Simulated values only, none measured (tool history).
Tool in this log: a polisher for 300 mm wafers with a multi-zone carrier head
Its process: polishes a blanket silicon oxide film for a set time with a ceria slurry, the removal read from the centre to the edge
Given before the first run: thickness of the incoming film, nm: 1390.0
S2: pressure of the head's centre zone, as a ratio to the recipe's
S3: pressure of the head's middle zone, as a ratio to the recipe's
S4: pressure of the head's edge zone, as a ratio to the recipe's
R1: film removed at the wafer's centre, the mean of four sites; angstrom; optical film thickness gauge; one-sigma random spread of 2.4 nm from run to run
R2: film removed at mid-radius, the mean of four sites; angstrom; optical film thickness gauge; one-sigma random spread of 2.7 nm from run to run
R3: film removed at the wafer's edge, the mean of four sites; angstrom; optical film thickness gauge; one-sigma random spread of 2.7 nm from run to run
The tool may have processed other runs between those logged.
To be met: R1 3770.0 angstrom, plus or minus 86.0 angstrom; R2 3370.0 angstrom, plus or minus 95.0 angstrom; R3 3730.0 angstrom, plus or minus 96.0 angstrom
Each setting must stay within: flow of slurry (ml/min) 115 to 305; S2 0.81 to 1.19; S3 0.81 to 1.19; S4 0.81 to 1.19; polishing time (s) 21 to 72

Run 1, hour 0.0: flow of slurry (ml/min) 195, S2 1.00, S3 1.00, S4 1.00, polishing time (s) 46. Result: R1 2691.7 angstrom, R2 2584.8 angstrom, R3 2628.9 angstrom.
Run 2, hour 4.5: flow of slurry (ml/min) 205, S2 1.02, S3 1.00, S4 1.05, polishing time (s) 49. Result: R1 2967.6 angstrom, R2 2760.6 angstrom, R3 2892.8 angstrom.
Run 3, hour 8.5: flow of slurry (ml/min) 215, S2 1.03, S3 1.01, S4 1.09, polishing time (s) 51. Result: R1 3118.6 angstrom, R2 2939.1 angstrom, R3 3083.9 angstrom.
Run 4, hour 15.8: flow of slurry (ml/min) 225, S2 1.04, S3 1.01, S4 1.12, polishing time (s) 53. Result: R1 3325.1 angstrom, R2 3047.6 angstrom, R3 3310.6 angstrom.
Run 5, hour 22.9: flow of slurry (ml/min) 225, S2 0.97, S3 1.01, S4 1.12, polishing time (s) 53. Result: R1 3094.9 angstrom, R2 3079.2 angstrom, R3 3272.9 angstrom.
Run 6, hour 30.2: flow of slurry (ml/min) 225, S2 0.97, S3 1.01, S4 1.12, polishing time (s) 46. Result: R1 2684.6 angstrom, R2 2650.6 angstrom, R3 2861.8 angstrom.
Run 7, hour 32.6: flow of slurry (ml/min) 235, S2 1.00, S3 1.01, S4 1.14, polishing time (s) 49. Result: R1 2950.6 angstrom, R2 2877.7 angstrom, R3 3110.5 angstrom.
Run 8, hour 35.1: flow of slurry (ml/min) 250, S2 1.03, S3 1.01, S4 1.15, polishing time (s) 50. Result: R1 3139.6 angstrom, R2 2916.7 angstrom, R3 3136.4 angstrom.
Run 9, hour 42.0: flow of slurry (ml/min) 230, S2 1.05, S3 1.02, S4 1.16, polishing time (s) 52. Result: R1 3307.8 angstrom, R2 3054.5 angstrom, R3 3310.8 angstrom.
Run 10, hour 45.6: flow of slurry (ml/min) 225, S2 1.06, S3 1.02, S4 1.17, polishing time (s) 54. Result: R1 3420.7 angstrom, R2 3164.6 angstrom, R3 3443.5 angstrom.
Run 11, hour 48.1: flow of slurry (ml/min) 235, S2 1.06, S3 1.02, S4 1.18, polishing time (s) 55. Result: R1 3556.9 angstrom, R2 3197.6 angstrom, R3 3519.4 angstrom.
Run 12, hour 55.1: flow of slurry (ml/min) 240, S2 1.06, S3 1.02, S4 1.18, polishing time (s) 56. Result: R1 3667.4 angstrom, R2 3263.1 angstrom, R3 3562.8 angstrom.
Run 13, hour 55.7: flow of slurry (ml/min) 235, S2 1.06, S3 1.02, S4 1.18, polishing time (s) 57. Result: R1 3701.5 angstrom, R2 3348.2 angstrom, R3 3630.9 angstrom.
Run 14, hour 61.9: flow of slurry (ml/min) 235, S2 1.06, S3 1.01, S4 1.18, polishing time (s) 57. Result: R1 3705.4 angstrom, R2 3289.2 angstrom, R3 3622.1 angstrom.

Next run, 5 choices. One meets every target within its allowed miss, the rest don't. Which?
Run A, hour 68.1: flow of slurry (ml/min) 260, S2 1.06, S3 0.91, S4 1.18, polishing time (s) 58. Result: R1 ?, R2 ?, R3 ?.
Run B, hour 68.1: flow of slurry (ml/min) 280, S2 1.04, S3 0.96, S4 1.12, polishing time (s) 59. Result: R1 ?, R2 ?, R3 ?.
Run C, hour 68.1: flow of slurry (ml/min) 205, S2 1.05, S3 0.89, S4 1.15, polishing time (s) 61. Result: R1 ?, R2 ?, R3 ?.
Run D, hour 68.1: flow of slurry (ml/min) 130, S2 1.09, S3 0.89, S4 1.19, polishing time (s) 67. Result: R1 ?, R2 ?, R3 ?.
Run E, hour 68.1: flow of slurry (ml/min) 190, S2 1.05, S3 1.03, S4 1.13, polishing time (s) 57. Result: R1 ?, R2 ?, R3 ?.

move      R1      R2      R3
   A  3755.5  3143.0  3762.3
   B  3783.6  3363.3  3746.7
   C  3775.1  3146.6  3812.6
   D  3878.2  3148.6  3986.4
   E  3483.1  3260.7  3492.6
A: the worst result of the last run now meets its target, but another is out of spec
B: every result within its allowed miss
C: the worst result of the last run now meets its target, but another is out of spec
D: takes the biggest miss from the last run beyond its target
E: its largest miss is bigger than the last run's
B meets every target.
